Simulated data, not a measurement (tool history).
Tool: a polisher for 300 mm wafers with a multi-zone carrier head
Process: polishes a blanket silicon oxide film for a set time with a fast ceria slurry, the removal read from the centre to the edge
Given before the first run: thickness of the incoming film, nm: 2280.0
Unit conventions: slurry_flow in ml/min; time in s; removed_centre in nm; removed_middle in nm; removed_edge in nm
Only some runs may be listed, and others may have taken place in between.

Run 1, day 0.000: slurry_flow 300 ml/min, centre_zone 1.00, middle_zone 1.00, edge_zone 1.00, time 54 s. Result: removed_centre 512.42 nm, removed_middle 502.18 nm, removed_edge 511.20 nm.
Run 2, day 0.146: slurry_flow 300 ml/min, centre_zone 1.00, middle_zone 1.00, edge_zone 1.00, time 60 s. Result: removed_centre 575.63 nm, removed_middle 564.41 nm, removed_edge 577.45 nm.
Run 3, day 0.462: slurry_flow 300 ml/min, centre_zone 1.00, middle_zone 1.00, edge_zone 1.00, time 69 s. Result: removed_centre 653.28 nm, removed_middle 647.54 nm, removed_edge 657.04 nm.
Run 4, day 0.488: slurry_flow 260 ml/min, centre_zone 0.99, middle_zone 0.94, edge_zone 0.93, time 53 s. Result: removed_centre 497.68 nm, removed_middle 462.90 nm, removed_edge 481.32 nm.
Run 5, day 0.767: slurry_flow 260 ml/min, centre_zone 0.99, middle_zone 0.94, edge_zone 0.97, time 53 s. Result: removed_centre 504.45 nm, removed_middle 464.34 nm, removed_edge 487.72 nm.
Run 6, day 0.875: slurry_flow 260 ml/min, centre_zone 0.99, middle_zone 0.94, edge_zone 1.04, time 53 s. Result: removed_centre 484.73 nm, removed_middle 462.78 nm, removed_edge 503.72 nm.

The next listed run, before its measurement:
Run 7, day 1.142: slurry_flow 230 ml/min, centre_zone 0.97, middle_zone 0.91, edge_zone 0.96, time 43 s. Result: removed_centre ?, removed_middle ?, removed_edge ?.

removed_centre: 382.17 nm
removed_middle: 364.09 nm
removed_edge: 393.39 nm
